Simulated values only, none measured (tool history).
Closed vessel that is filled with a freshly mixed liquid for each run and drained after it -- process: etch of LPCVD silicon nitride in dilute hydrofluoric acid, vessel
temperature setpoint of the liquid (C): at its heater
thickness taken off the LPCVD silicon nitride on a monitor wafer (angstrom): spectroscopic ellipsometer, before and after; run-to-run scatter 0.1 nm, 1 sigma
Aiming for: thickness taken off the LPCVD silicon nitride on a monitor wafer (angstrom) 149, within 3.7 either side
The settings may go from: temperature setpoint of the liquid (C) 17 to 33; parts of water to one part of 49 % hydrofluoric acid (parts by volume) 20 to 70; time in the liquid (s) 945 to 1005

run,hour,temperature setpoint of the liquid (C),parts of water to one part of 49 % hydrofluoric acid (parts by volume),time in the liquid (s),thickness taken off the LPCVD silicon nitride on a monitor wafer (angstrom)
1,0,25,40,945,115.7
2,8.1,25,45,945,103.31
3,15.9,23.5,45,945,94.978
4,22,23.5,45,1005,99.209
5,28.9,23.5,45,1005,98.358
6,35.6,23.5,55,1005,80.828
7,37.3,24.5,55,1005,87.95
8,45.2,25.5,55,1005,93.201
9,47.3,26.5,55,1005,99.908
10,54.8,27.5,55,1005,107.55
11,62.8,28,55,1005,109.82
12,70.6,28.5,55,1005,113.55
13,71.9,29,55,1005,116.58

Which one of the following 5 next-run settings gets every result inside its allowed miss? There is exactly one.
A,73.2,33,55,980,?
B,73.2,32,55,1000,?
C,73.2,31.5,50,955,?
D,73.2,31,50,950,?
E,73.2,31,50,980,?

move,thickness taken off the LPCVD silicon nitride on a monitor wafer (angstrom)
A,146.09
B,139.96
C,142.34
D,137.15
E,141.48
A: all results in spec
B: nearer than the last run, and not there yet
C: nearer than the last run, and not there yet
D: nearer than the last run, and not there yet
E: nearer than the last run, and not there yet
The move that meets every target is A.

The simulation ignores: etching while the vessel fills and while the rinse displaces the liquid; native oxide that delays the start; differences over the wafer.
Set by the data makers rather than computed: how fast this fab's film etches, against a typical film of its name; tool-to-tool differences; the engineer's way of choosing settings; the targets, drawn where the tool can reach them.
